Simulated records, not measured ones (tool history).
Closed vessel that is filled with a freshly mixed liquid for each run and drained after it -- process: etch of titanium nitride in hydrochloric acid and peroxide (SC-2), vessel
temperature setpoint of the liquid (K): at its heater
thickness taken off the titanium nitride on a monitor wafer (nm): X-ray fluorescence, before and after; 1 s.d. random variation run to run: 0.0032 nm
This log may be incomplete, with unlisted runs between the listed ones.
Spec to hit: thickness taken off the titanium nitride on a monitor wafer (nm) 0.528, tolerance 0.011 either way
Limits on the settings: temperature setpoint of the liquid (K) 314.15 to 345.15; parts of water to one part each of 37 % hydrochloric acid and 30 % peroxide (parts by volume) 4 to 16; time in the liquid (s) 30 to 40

run	hour	temperature setpoint of the liquid (K)	parts of water to one part each of 37 % hydrochloric acid and 30 % peroxide (parts by volume)	time in the liquid (s)	thickness taken off the titanium nitride on a monitor wafer (nm)
1	0	330.15	9	40	1.9835
2	2.1	327.65	9.5	40	1.62
3	8.4	325.65	10	40	1.352
4	9.7	325.65	13	40	1.0726
5	13.4	325.65	11	40	1.2505
6	16.9	325.65	9	40	1.4759
7	25.9	317.65	12.5	40	0.6543
8	29.9	317.65	12.5	40	0.65076
9	38.7	317.15	12.5	40	0.63288
10	41.6	316.65	12.5	40	0.6122
11	44.1	316.15	12.5	40	0.5877
12	51.5	315.15	12.5	40	0.54875

5 next moves are on the table. One of them brings every result within its allowed miss. Which?
A	58.9	314.15	12.5	40	?
B	58.9	315.15	12	35	?
C	58.9	318.65	12.5	30	?
D	58.9	316.15	13	35	?
E	58.9	314.15	11	35	?

move	thickness taken off the titanium nitride on a monitor wafer (nm)
A	0.51264
B	0.49851
C	0.52578
D	0.49879
E	0.50059
A: the result that was furthest off in the last run now lies on the other side of its target
B: the result that was furthest off in the last run now lies on the other side of its target
C: every result within its allowed miss
D: the result that was furthest off in the last run now lies on the other side of its target
E: the result that was furthest off in the last run now lies on the other side of its target
So the answer is move C, the one that meets all the targets.

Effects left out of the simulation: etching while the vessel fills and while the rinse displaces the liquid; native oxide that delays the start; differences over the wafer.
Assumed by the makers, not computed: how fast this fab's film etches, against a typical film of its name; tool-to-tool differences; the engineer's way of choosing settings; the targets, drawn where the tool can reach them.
